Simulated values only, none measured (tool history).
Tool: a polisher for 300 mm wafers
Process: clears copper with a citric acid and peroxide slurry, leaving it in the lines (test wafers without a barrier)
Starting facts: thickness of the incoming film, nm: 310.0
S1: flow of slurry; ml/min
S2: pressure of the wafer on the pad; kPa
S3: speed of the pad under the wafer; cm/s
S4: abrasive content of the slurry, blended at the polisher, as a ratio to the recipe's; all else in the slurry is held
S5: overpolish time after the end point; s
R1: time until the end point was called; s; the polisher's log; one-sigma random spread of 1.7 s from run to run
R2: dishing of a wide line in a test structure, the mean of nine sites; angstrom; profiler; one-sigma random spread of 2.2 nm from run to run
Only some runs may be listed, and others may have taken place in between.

Run 1, hour 0.0: S1 145 ml/min, S2 22.8 kPa, S3 140 cm/s, S4 1.0, S5 29 s. Result: R1 112.160 s, R2 634.16 angstrom.
Run 2, hour 7.1: S1 145 ml/min, S2 24.1 kPa, S3 140 cm/s, S4 1.0, S5 31 s. Result: R1 102.100 s, R2 717.90 angstrom.
Run 3, hour 10.8: S1 145 ml/min, S2 24.8 kPa, S3 140 cm/s, S4 1.0, S5 33 s. Result: R1 99.516 s, R2 761.75 angstrom.
Run 4, hour 19.8: S1 145 ml/min, S2 21.4 kPa, S3 140 cm/s, S4 1.0, S5 33 s. Result: R1 113.360 s, R2 695.90 angstrom.
Run 5, hour 20.6: S1 145 ml/min, S2 21.4 kPa, S3 168 cm/s, S4 1.0, S5 33 s. Result: R1 94.750 s, R2 764.96 angstrom.
Run 6, hour 24.5: S1 145 ml/min, S2 22.1 kPa, S3 168 cm/s, S4 1.0, S5 35 s. Result: R1 92.752 s, R2 842.43 angstrom.

The next listed run, before its measurement:
Run 7, hour 32.9: S1 145 ml/min, S2 22.1 kPa, S3 168 cm/s, S4 1.0, S5 36 s. Result: R1 ?, R2 ?.

R1: 91.149 s
R2: 870.39 angstrom

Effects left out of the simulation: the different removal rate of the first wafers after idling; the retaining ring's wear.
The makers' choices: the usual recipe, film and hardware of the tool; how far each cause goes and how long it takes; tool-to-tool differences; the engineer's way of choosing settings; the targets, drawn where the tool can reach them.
